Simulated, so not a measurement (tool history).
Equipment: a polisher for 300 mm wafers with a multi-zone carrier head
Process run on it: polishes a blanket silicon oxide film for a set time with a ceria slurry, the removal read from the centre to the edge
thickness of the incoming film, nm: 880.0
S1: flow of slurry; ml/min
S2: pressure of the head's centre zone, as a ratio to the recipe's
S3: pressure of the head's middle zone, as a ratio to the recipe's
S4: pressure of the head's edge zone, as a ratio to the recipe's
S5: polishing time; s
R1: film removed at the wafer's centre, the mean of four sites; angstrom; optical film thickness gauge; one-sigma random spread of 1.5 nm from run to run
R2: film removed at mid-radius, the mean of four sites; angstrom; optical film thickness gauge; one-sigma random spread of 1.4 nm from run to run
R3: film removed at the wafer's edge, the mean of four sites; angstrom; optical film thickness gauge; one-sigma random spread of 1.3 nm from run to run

run 1 day=0 | S1=265 S2=1 S3=1 S4=1 S5=83 | R1=1727.7 R2=1866.1 R3=1902.3
run 2 day=0.054 | S1=265 S2=1 S3=1 S4=1 S5=91 | R1=1789.4 R2=2060.8 R3=2066.7
run 3 day=0.238 | S1=255 S2=0.96 S3=1.01 S4=0.97 S5=78 | R1=1506.8 R2=1726.3 R3=1745
run 4 day=0.5 | S1=255 S2=0.96 S3=1.01 S4=0.97 S5=61 | R1=1183.3 R2=1376.2 R3=1327.9
run 5 day=0.712 | S1=255 S2=1.02 S3=1.01 S4=0.97 S5=61 | R1=1258 R2=1398.4 R3=1358
run 6 day=0.988 | S1=255 S2=1.01 S3=1 S4=0.96 S5=57 | R1=1150.5 R2=1295.1 R3=1280.5
run 7 day=1.225 | S1=255 S2=1.02 S3=1 S4=0.95 S5=54 | R1=1082.4 R2=1198.6 R3=1201.7

Predict the results of run 8:
run 8 day=1.296 | S1=255 S2=1.03 S3=1.01 S4=0.93 S5=53 | R1=? R2=? R3=?

Run 8 measured R1 1072.8 angstrom, R2 1227.6 angstrom, R3 1187 angstrom.

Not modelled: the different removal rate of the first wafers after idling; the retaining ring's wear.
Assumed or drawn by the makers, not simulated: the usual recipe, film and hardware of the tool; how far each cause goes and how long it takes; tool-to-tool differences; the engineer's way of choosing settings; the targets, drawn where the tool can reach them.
